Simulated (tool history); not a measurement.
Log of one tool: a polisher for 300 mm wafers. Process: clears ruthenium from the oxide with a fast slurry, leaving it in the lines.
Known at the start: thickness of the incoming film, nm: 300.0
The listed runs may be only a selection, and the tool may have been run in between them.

| run | hour | flow of slurry (ml/min) | pressure of the wafer on the pad (kPa) | speed of the pad under the wafer (cm/s) | abrasive content of the slurry | overpolish time after the end point (s) | time until the end point was called (s) | dishing of a wide line in a test structure (angstrom) |
|---|---|---|---|---|---|---|---|---|
| 1 | 0 | 145 | 15.9 | 98 | 1 | 29 | 110.09 | 575.77 |
| 2 | 3 | 140 | 15.2 | 98 | 1 | 31 | 114.93 | 575.88 |
| 3 | 8.3 | 135 | 14.5 | 98 | 1 | 33 | 120.38 | 579.37 |
| 4 | 15.3 | 130 | 13.8 | 98 | 1 | 35 | 126.89 | 589.51 |
| 5 | 19.5 | 130 | 13.8 | 98 | 1.2 | 35 | 119.04 | 619.73 |
| 6 | 25.8 | 160 | 13.8 | 98 | 1.2 | 35 | 112.83 | 638.8 |
| 7 | 28.1 | 150 | 13.1 | 98 | 1.2 | 36 | 122.4 | 625.23 |
| 8 | 32.8 | 145 | 13.1 | 98 | 1.2 | 37 | 121.49 | 622.06 |
| 9 | 39.7 | 140 | 13.1 | 98 | 1.2 | 38 | 123.37 | 631.73 |
| 10 | 48.7 | 135 | 13.1 | 98 | 1.2 | 39 | 124.64 | 662.97 |
| 11 | 52.3 | 130 | 13.1 | 98 | 1.2 | 40 | 124.07 | 656.26 |
| 12 | 56 | 125 | 13.1 | 98 | 1.2 | 41 | 124.77 | 675.44 |
| 13 | 57.3 | 100 | 11 | 98 | 1.2 | 43 | 153.83 | 593.38 |
| 14 | 63.1 | 105 | 11 | 98 | 1.2 | 43 | 153.28 | 582.67 |

What will run 15 give?
| 15 | 70.5 | 105 | 11 | 98 | 1.2 | 43 | ? | ? |

{"run 15": {"time until the end point was called (s)": 153.08, "dishing of a wide line in a test structure (angstrom)": 597.56}}
